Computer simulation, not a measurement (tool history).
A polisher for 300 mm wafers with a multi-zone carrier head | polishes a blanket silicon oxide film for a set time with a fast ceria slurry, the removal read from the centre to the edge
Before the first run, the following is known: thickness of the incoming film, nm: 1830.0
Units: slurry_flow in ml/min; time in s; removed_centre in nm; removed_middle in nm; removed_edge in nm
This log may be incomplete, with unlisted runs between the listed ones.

Run 1, hour 0: slurry_flow 245 ml/min, centre_zone 1, middle_zone 1, edge_zone 1, time 48 s. Result: removed_centre 676.26 nm, removed_middle 681.09 nm, removed_edge 708.97 nm.
Run 2, hour 4.4: slurry_flow 265 ml/min, centre_zone 1.03, middle_zone 0.99, edge_zone 1.03, time 48 s. Result: removed_centre 709.01 nm, removed_middle 681.19 nm, removed_edge 719.69 nm.
Run 3, hour 7.6: slurry_flow 265 ml/min, centre_zone 1.03, middle_zone 0.99, edge_zone 1.03, time 41 s. Result: removed_centre 593.5 nm, removed_middle 567.11 nm, removed_edge 617.83 nm.
Run 4, hour 10.2: slurry_flow 265 ml/min, centre_zone 1.03, middle_zone 1.06, edge_zone 1.03, time 41 s. Result: removed_centre 599.17 nm, removed_middle 611.17 nm, removed_edge 621.24 nm.
Run 5, hour 17.6: slurry_flow 270 ml/min, centre_zone 1.06, middle_zone 1.04, edge_zone 1.07, time 43 s. Result: removed_centre 649.64 nm, removed_middle 628.31 nm, removed_edge 669.26 nm.
At hour 25.1: edge zone pressure recalibrated.
Run 6, hour 25.1: slurry_flow 245 ml/min, centre_zone 1.06, middle_zone 1.04, edge_zone 1.07, time 43 s. Result: removed_centre 645.39 nm, removed_middle 622.87 nm, removed_edge 644.6 nm.
Run 7, hour 28.7: slurry_flow 280 ml/min, centre_zone 1.09, middle_zone 1.04, edge_zone 1.11, time 44 s. Result: removed_centre 692.09 nm, removed_middle 634.96 nm, removed_edge 670.82 nm.
Run 8, hour 31.5: slurry_flow 295 ml/min, centre_zone 1.09, middle_zone 1.03, edge_zone 1.13, time 46 s. Result: removed_centre 717.88 nm, removed_middle 675.72 nm, removed_edge 708.92 nm.

What does the tool deliver on the next run?
Run 9, hour 35: slurry_flow 300 ml/min, centre_zone 1.14, middle_zone 0.94, edge_zone 1.19, time 50 s. Result: removed_centre ?, removed_middle ?, removed_edge ?.

{"run 9": {"removed_centre": 817.85, "removed_middle": 691.49, "removed_edge": 791.05}}

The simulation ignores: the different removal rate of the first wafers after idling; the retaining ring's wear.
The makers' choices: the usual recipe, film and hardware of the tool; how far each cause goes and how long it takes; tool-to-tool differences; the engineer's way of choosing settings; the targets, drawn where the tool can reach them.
